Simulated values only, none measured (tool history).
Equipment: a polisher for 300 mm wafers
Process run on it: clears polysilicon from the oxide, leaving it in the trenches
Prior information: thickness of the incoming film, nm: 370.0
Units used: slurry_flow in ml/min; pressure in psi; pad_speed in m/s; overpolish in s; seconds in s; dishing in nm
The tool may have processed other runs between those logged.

| run | hour | slurry_flow | pressure | pad_speed | overpolish | seconds | dishing |
|---|---|---|---|---|---|---|---|
| 1 | 0 | 230 | 2.2 | 1.12 | 22 | 27.53 | 79.888 |
| 2 | 3.4 | 230 | 2.2 | 1.12 | 28 | 27.949 | 84.469 |
| 3 | 10.1 | 230 | 1.7 | 1.12 | 28 | 34.699 | 81.883 |
| 4 | 17.3 | 275 | 1.7 | 1.12 | 28 | 33.834 | 79.965 |
| 5 | 22.4 | 275 | 2 | 1.12 | 28 | 28.858 | 83.055 |
| 6 | 31.3 | 235 | 2 | 1.12 | 28 | 29.282 | 85.497 |

Forecast run 7:
| 7 | 32 | 270 | 1.7 | 1.18 | 22 | ? | ? |

{"run 7": {"seconds": 31.992, "dishing": 82.107}}

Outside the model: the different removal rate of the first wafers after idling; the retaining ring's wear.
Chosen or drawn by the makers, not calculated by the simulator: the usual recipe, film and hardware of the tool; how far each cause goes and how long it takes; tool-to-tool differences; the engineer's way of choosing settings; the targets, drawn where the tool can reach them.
